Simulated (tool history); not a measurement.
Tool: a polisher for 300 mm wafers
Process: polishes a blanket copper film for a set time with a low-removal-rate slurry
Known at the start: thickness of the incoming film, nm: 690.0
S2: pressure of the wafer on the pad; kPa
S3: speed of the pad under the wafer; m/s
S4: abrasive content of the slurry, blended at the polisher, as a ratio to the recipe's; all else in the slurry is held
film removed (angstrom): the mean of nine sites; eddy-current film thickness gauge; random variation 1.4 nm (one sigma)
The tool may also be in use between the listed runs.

{"run": 1, "hour": 0.0, "flow of slurry (ml/min)": 145, "S2": 20, "S3": 1.26, "S4": 1, "polishing time (s)": 71, "film removed (angstrom)": 2398.2}
{"run": 2, "hour": 3.3, "flow of slurry (ml/min)": 140, "S2": 18.6, "S3": 1.26, "S4": 1, "polishing time (s)": 71, "film removed (angstrom)": 2248.8}
{"run": 3, "hour": 8.1, "flow of slurry (ml/min)": 160, "S2": 18.6, "S3": 1.26, "S4": 1, "polishing time (s)": 71, "film removed (angstrom)": 2292.8}
{"run": 4, "hour": 9.7, "flow of slurry (ml/min)": 160, "S2": 18.6, "S3": 1.26, "S4": 1, "polishing time (s)": 74, "film removed (angstrom)": 2391.8}
{"run": 5, "hour": 10.8, "flow of slurry (ml/min)": 160, "S2": 17.2, "S3": 1.26, "S4": 1, "polishing time (s)": 74, "film removed (angstrom)": 2256.9}
{"run": 6, "hour": 16.4, "flow of slurry (ml/min)": 160, "S2": 17.2, "S3": 1.26, "S4": 1, "polishing time (s)": 71, "film removed (angstrom)": 2201.1}
{"run": 7, "hour": 18.7, "flow of slurry (ml/min)": 155, "S2": 16.5, "S3": 1.26, "S4": 1, "polishing time (s)": 71, "film removed (angstrom)": 2132.8}
{"run": 8, "hour": 21.7, "flow of slurry (ml/min)": 155, "S2": 15.2, "S3": 1.26, "S4": 1, "polishing time (s)": 71, "film removed (angstrom)": 2032.2}
{"run": 9, "hour": 29.1, "flow of slurry (ml/min)": 155, "S2": 14.5, "S3": 1.26, "S4": 1, "polishing time (s)": 71, "film removed (angstrom)": 1992.1}
{"run": 10, "hour": 37.5, "flow of slurry (ml/min)": 155, "S2": 13.8, "S3": 1.26, "S4": 1, "polishing time (s)": 71, "film removed (angstrom)": 1970.8}
{"run": 11, "hour": 44.6, "flow of slurry (ml/min)": 155, "S2": 13.1, "S3": 1.26, "S4": 1, "polishing time (s)": 71, "film removed (angstrom)": 1909.8}

The next listed run, before its measurement:
{"run": 12, "hour": 48.1, "flow of slurry (ml/min)": 155, "S2": 12.4, "S3": 1.26, "S4": 1, "polishing time (s)": 71, "film removed (angstrom)": "?"}

film removed (angstrom): 1820.3
